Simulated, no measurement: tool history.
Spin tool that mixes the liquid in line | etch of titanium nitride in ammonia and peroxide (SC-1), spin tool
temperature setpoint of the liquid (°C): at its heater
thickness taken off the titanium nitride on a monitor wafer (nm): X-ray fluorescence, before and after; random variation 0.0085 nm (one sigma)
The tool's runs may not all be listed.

run  hour  temperature setpoint of the liquid (°C)  parts of water to one part of 30 % peroxide (parts by volume)  parts of 29 % ammonia solution to one part of 30 % peroxide (parts by volume)  time under the liquid (s)  thickness taken off the titanium nitride on a monitor wafer (nm)
  1   0.0                                       58                                                            6.5                                                                           0.45                         15                                                            2.1386
  2   1.8                                       57                                                            6.5                                                                           0.45                         15                                                            1.9608
  3   5.3                                       56                                                            6.5                                                                           0.45                         15                                                            1.8556
  4  10.4                                       56                                                            5.0                                                                           0.45                         15                                                            2.0791
  5  19.4                                       56                                                            5.0                                                                           0.40                         15                                                            2.0709
  6  28.1                                       55                                                            5.0                                                                           0.40                         15                                                            1.9340
  7  30.6                                       54                                                            5.0                                                                           0.40                         15                                                            1.8099

The next listed run, before its measurement:
  8  32.7                                       53                                                            5.0                                                                           0.40                         15                                                                 ?

thickness taken off the titanium nitride on a monitor wafer (nm): 1.7010

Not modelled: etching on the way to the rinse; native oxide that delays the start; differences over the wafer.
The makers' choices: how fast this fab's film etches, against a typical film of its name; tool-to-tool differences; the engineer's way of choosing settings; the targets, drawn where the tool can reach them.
